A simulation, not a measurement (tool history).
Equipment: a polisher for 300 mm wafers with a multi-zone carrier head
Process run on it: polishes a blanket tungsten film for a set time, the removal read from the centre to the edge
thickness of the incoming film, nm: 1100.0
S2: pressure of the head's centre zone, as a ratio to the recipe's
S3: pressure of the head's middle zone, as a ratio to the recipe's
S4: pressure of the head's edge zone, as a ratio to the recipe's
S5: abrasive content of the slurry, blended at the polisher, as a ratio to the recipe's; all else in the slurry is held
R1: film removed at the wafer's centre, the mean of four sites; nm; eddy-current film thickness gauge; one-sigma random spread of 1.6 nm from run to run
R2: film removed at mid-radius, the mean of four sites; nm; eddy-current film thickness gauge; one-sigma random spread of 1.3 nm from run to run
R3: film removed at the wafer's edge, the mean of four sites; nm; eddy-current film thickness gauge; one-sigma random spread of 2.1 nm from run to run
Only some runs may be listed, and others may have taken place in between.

run 1 hour=0.0 | flow_of_slurry_(ml/min)=175 S2=1.00 S3=1.00 S4=1.00 S5=1.00 polishing_time_(s)=34 | R1=149.50 R2=149.59 R3=154.05
run 2 hour=1.9 | flow_of_slurry_(ml/min)=205 S2=1.00 S3=1.00 S4=1.00 S5=1.00 polishing_time_(s)=34 | R1=151.04 R2=155.51 R3=155.19
run 3 hour=10.9 | flow_of_slurry_(ml/min)=205 S2=1.02 S3=1.01 S4=1.01 S5=1.05 polishing_time_(s)=34 | R1=157.91 R2=156.03 R3=157.19
run 4 hour=17.8 | flow_of_slurry_(ml/min)=205 S2=1.02 S3=1.07 S4=1.01 S5=1.05 polishing_time_(s)=34 | R1=157.91 R2=166.05 R3=156.15
run 5 hour=18.8 | flow_of_slurry_(ml/min)=205 S2=1.02 S3=1.03 S4=1.01 S5=1.05 polishing_time_(s)=34 | R1=157.84 R2=161.97 R3=158.31
run 6 hour=21.9 | flow_of_slurry_(ml/min)=210 S2=1.04 S3=1.03 S4=1.02 S5=1.10 polishing_time_(s)=34 | R1=162.49 R2=162.48 R3=162.61
run 7 hour=30.4 | flow_of_slurry_(ml/min)=215 S2=1.06 S3=1.04 S4=1.02 S5=1.15 polishing_time_(s)=34 | R1=169.64 R2=165.04 R3=160.28
run 8 hour=35.0 | flow_of_slurry_(ml/min)=215 S2=1.07 S3=1.05 S4=1.04 S5=1.20 polishing_time_(s)=34 | R1=174.10 R2=168.69 R3=163.90
run 9 hour=40.6 | flow_of_slurry_(ml/min)=220 S2=1.08 S3=1.05 S4=1.05 S5=1.25 polishing_time_(s)=34 | R1=177.71 R2=173.37 R3=168.24
run 10 hour=44.6 | flow_of_slurry_(ml/min)=225 S2=1.09 S3=1.05 S4=1.06 S5=1.25 polishing_time_(s)=34 | R1=177.76 R2=172.23 R3=170.55
run 11 hour=50.3 | flow_of_slurry_(ml/min)=225 S2=1.10 S3=1.05 S4=1.06 S5=1.30 polishing_time_(s)=34 | R1=182.46 R2=174.51 R3=173.10

Run 12 has not been measured yet. What should we expect?
run 12 hour=55.5 | flow_of_slurry_(ml/min)=230 S2=1.11 S3=1.05 S4=1.06 S5=1.30 polishing_time_(s)=34 | R1=? R2=? R3=?

R1: 183.19 nm
R2: 173.95 nm
R3: 170.49 nm

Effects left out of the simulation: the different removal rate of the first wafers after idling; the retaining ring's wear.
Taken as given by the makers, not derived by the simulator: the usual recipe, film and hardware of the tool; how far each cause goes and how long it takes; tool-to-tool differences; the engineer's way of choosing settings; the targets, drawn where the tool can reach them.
